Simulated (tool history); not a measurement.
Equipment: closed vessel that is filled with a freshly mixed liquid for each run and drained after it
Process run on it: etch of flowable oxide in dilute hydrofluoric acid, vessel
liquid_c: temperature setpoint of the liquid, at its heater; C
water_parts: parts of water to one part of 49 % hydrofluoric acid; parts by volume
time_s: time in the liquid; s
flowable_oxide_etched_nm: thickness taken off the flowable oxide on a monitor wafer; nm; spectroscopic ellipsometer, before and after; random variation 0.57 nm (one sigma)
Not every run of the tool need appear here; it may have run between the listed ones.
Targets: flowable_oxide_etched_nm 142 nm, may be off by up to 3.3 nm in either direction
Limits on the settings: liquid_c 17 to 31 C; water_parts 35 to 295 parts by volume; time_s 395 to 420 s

{"run": 1, "hour": 0.0, "liquid_c": 23, "water_parts": 165, "time_s": 395, "flowable_oxide_etched_nm": 51.718}
{"run": 2, "hour": 3.7, "liquid_c": 25.5, "water_parts": 130, "time_s": 395, "flowable_oxide_etched_nm": 75.776}
{"run": 3, "hour": 8.6, "liquid_c": 25.5, "water_parts": 130, "time_s": 420, "flowable_oxide_etched_nm": 79.702}
{"run": 4, "hour": 10.2, "liquid_c": 28.5, "water_parts": 130, "time_s": 420, "flowable_oxide_etched_nm": 89.824}
{"run": 5, "hour": 19.0, "liquid_c": 28.5, "water_parts": 130, "time_s": 395, "flowable_oxide_etched_nm": 84.745}
{"run": 6, "hour": 24.5, "liquid_c": 31, "water_parts": 130, "time_s": 395, "flowable_oxide_etched_nm": 92.474}
{"run": 7, "hour": 29.7, "liquid_c": 31, "water_parts": 65, "time_s": 395, "flowable_oxide_etched_nm": 202.22}
{"run": 8, "hour": 37.3, "liquid_c": 28.5, "water_parts": 65, "time_s": 395, "flowable_oxide_etched_nm": 185.72}
{"run": 9, "hour": 39.2, "liquid_c": 26, "water_parts": 65, "time_s": 395, "flowable_oxide_etched_nm": 167.53}
{"run": 10, "hour": 45.5, "liquid_c": 24.5, "water_parts": 65, "time_s": 395, "flowable_oxide_etched_nm": 158.3}
{"run": 11, "hour": 47.6, "liquid_c": 23.5, "water_parts": 65, "time_s": 395, "flowable_oxide_etched_nm": 150.83}
{"run": 12, "hour": 49.9, "liquid_c": 23, "water_parts": 65, "time_s": 395, "flowable_oxide_etched_nm": 148.87}

Of the 4 settings listed for the next run, only one would bring every result within its allowed miss of target. Which one?
{"run": "A", "hour": 52.2, "liquid_c": 26, "water_parts": 80, "time_s": 420, "flowable_oxide_etched_nm": "?"}
{"run": "B", "hour": 52.2, "liquid_c": 23.5, "water_parts": 75, "time_s": 415, "flowable_oxide_etched_nm": "?"}
{"run": "C", "hour": 52.2, "liquid_c": 22.5, "water_parts": 65, "time_s": 410, "flowable_oxide_etched_nm": "?"}
{"run": "D", "hour": 52.2, "liquid_c": 21, "water_parts": 60, "time_s": 420, "flowable_oxide_etched_nm": "?"}

move=A flowable_oxide_etched_nm=140.84
move=B flowable_oxide_etched_nm=135.18
move=C flowable_oxide_etched_nm=149.8
move=D flowable_oxide_etched_nm=157.18
A: hits every target within its allowed miss
B: takes the result that was furthest off past its target
C: further off than the last run
D: further off than the last run
The move that meets every target is A.

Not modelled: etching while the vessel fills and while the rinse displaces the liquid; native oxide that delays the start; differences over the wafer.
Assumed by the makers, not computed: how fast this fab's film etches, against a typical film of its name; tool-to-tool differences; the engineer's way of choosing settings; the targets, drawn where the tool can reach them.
